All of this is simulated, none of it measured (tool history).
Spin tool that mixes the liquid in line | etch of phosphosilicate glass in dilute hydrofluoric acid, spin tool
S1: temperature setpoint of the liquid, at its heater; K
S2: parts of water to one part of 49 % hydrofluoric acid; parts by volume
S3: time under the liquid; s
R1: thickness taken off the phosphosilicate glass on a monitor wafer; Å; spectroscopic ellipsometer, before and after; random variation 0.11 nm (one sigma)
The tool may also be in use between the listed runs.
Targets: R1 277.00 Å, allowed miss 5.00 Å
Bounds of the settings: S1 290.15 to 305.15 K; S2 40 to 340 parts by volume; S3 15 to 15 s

Run 1, hour 0.0: S1 297.15 K, S2 190 parts by volume, S3 15 s. Result: R1 121.05 Å.
Run 2, hour 7.8: S1 297.15 K, S2 160 parts by volume, S3 15 s. Result: R1 149.22 Å.
Run 3, hour 9.9: S1 298.15 K, S2 155 parts by volume, S3 15 s. Result: R1 160.68 Å.
Run 4, hour 16.2: S1 295.65 K, S2 155 parts by volume, S3 15 s. Result: R1 146.58 Å.
Run 5, hour 16.8: S1 295.65 K, S2 100 parts by volume, S3 15 s. Result: R1 241.09 Å.
Run 6, hour 23.3: S1 295.65 K, S2 60 parts by volume, S3 15 s. Result: R1 421.30 Å.
Run 7, hour 27.2: S1 295.15 K, S2 60 parts by volume, S3 15 s. Result: R1 412.27 Å.
Run 8, hour 29.6: S1 294.65 K, S2 65 parts by volume, S3 15 s. Result: R1 370.56 Å.
Run 9, hour 31.6: S1 294.15 K, S2 65 parts by volume, S3 15 s. Result: R1 365.52 Å.
Run 10, hour 38.1: S1 293.65 K, S2 65 parts by volume, S3 15 s. Result: R1 356.99 Å.
Run 11, hour 39.5: S1 290.15 K, S2 90 parts by volume, S3 15 s. Result: R1 215.63 Å.
Run 12, hour 41.9: S1 290.65 K, S2 90 parts by volume, S3 15 s. Result: R1 221.14 Å.
Run 13, hour 46.3: S1 291.15 K, S2 90 parts by volume, S3 15 s. Result: R1 225.66 Å.
Run 14, hour 53.9: S1 291.65 K, S2 90 parts by volume, S3 15 s. Result: R1 229.47 Å.
Run 15, hour 60.1: S1 292.15 K, S2 90 parts by volume, S3 15 s. Result: R1 234.45 Å.
Run 16, hour 62.5: S1 292.15 K, S2 90 parts by volume, S3 15 s. Result: R1 234.49 Å.
Run 17, hour 69.6: S1 292.15 K, S2 90 parts by volume, S3 15 s. Result: R1 234.59 Å.

4 next moves are on the table. One of them brings every result within its allowed miss. Which?
Run A, hour 76.7: S1 291.15 K, S2 75 parts by volume, S3 15 s. Result: R1 ?.
Run B, hour 76.7: S1 293.65 K, S2 85 parts by volume, S3 15 s. Result: R1 ?.
Run C, hour 76.7: S1 290.15 K, S2 70 parts by volume, S3 15 s. Result: R1 ?.
Run D, hour 76.7: S1 295.65 K, S2 85 parts by volume, S3 15 s. Result: R1 ?.

move      R1
   A  274.67
   B  266.08
   C  283.53
   D  288.78
A: meets every target
B: nearer than the last run, and not there yet
C: takes the result that was furthest off past its target
D: takes the result that was furthest off past its target
The right move is A.
